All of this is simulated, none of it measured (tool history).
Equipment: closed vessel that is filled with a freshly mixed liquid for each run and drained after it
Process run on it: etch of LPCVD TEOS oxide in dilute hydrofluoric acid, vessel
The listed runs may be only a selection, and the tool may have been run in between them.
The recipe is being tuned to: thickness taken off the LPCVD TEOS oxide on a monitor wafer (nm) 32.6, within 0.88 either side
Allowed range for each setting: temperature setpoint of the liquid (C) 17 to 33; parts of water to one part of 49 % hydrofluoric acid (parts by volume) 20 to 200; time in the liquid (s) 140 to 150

run,hour,temperature setpoint of the liquid (C),parts of water to one part of 49 % hydrofluoric acid (parts by volume),time in the liquid (s),thickness taken off the LPCVD TEOS oxide on a monitor wafer (nm)
1,0,25,110,140,43.815
2,3.6,25,110,140,43.536
3,9.3,25,125,140,37.926
4,17.9,25,125,140,37.959
5,25.9,25,95,140,51.944
6,31.6,25,120,140,39.365
7,39.9,23.5,120,140,37.409
8,44.8,22.5,120,140,35.875
9,52.4,22,120,140,35.21
10,57.3,21.5,120,140,34.687
11,61.6,21,120,140,33.46

Of the 4 settings listed for the next run, only one would bring every result within its allowed miss of target. Which one?
A,65.9,20.5,130,150,?
B,65.9,20,115,140,?
C,65.9,20.5,120,150,?
D,65.9,22.5,125,145,?

move,thickness taken off the LPCVD TEOS oxide on a monitor wafer (nm)
A,32.198
B,33.839
C,35.263
D,35.245
A: each result inside its tolerance
B: lands further from the targets than the last run did
C: lands further from the targets than the last run did
D: lands further from the targets than the last run did
Move A is the one to make.

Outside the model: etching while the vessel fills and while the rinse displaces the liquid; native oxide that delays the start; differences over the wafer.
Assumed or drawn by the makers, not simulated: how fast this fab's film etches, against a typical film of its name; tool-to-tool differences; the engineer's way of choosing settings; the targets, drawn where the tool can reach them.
